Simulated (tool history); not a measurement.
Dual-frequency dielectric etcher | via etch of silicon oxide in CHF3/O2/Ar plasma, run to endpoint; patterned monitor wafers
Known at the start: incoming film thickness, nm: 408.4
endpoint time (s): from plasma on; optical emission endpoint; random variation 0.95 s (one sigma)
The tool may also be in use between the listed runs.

run	hour	source power (W)	bias power (W)	endpoint time (s)
1	0.0	470	221	236.69
2	1.9	420	221	246.16
3	3.2	420	195	255.56
4	6.4	390	194	262.41
5	13.2	370	193	266.43
6	17.5	350	192	274.06

Run 7 comes next. What will it give?
7	21.9	350	192	?

{"run 7": {"endpoint time (s)": 274.3}}
